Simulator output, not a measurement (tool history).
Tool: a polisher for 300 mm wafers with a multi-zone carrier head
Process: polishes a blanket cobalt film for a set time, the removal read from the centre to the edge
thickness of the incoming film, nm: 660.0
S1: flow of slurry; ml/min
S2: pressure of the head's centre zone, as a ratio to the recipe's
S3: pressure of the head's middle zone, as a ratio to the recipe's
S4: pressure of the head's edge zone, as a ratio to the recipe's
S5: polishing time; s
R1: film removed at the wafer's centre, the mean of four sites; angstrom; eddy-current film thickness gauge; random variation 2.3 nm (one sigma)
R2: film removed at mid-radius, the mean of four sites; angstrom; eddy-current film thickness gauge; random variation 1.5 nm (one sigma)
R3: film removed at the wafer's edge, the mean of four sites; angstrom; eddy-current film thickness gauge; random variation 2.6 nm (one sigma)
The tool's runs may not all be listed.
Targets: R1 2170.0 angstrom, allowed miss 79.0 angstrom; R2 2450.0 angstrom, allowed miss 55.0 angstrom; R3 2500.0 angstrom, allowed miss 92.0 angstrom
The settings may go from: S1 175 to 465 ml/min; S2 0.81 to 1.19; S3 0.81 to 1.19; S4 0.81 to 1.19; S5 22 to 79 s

run	day	S1	S2	S3	S4	S5	R1	R2	R3
1	0.000	295	1.00	1.00	1.00	50	2028.5	2044.1	1997.2
2	0.196	295	1.00	0.92	1.00	50	2015.9	1901.1	2068.3
3	0.354	295	1.00	0.96	1.00	50	2053.4	1962.2	2025.3
4	0.471	355	1.00	0.96	1.00	50	2080.0	2002.4	2068.2
5	0.679	360	0.98	0.98	1.04	52	2097.6	2141.9	2171.1
6	0.721	365	0.97	0.99	1.07	53	2119.2	2164.4	2290.9
7	0.908	375	0.96	1.01	1.09	54	2148.1	2259.0	2293.0
8	1.088	380	0.95	1.02	1.11	55	2143.3	2344.0	2357.3
9	1.267	385	0.95	1.02	1.13	55	2204.2	2329.6	2441.3
10	1.433	390	0.94	1.03	1.14	55	2172.2	2363.1	2412.3
11	1.596	395	0.93	1.04	1.15	55	2123.0	2352.3	2477.6
12	1.858	400	0.93	1.05	1.15	55	2133.3	2355.4	2459.4

Which of these 4 next moves meets every target?
A	2.121	375	0.92	1.05	1.14	57	?	?	?
B	2.121	460	0.87	0.91	1.18	58	?	?	?
C	2.121	445	0.98	0.98	1.18	54	?	?	?
D	2.121	400	0.95	0.95	1.18	55	?	?	?

move	R1	R2	R3
A	2180.2	2454.9	2499.1
B	2126.0	2245.1	2620.9
C	2227.9	2218.2	2434.0
D	2182.1	2186.2	2466.7
A: meets every target
B: further off than the last run
C: further off than the last run
D: further off than the last run
Answer: A
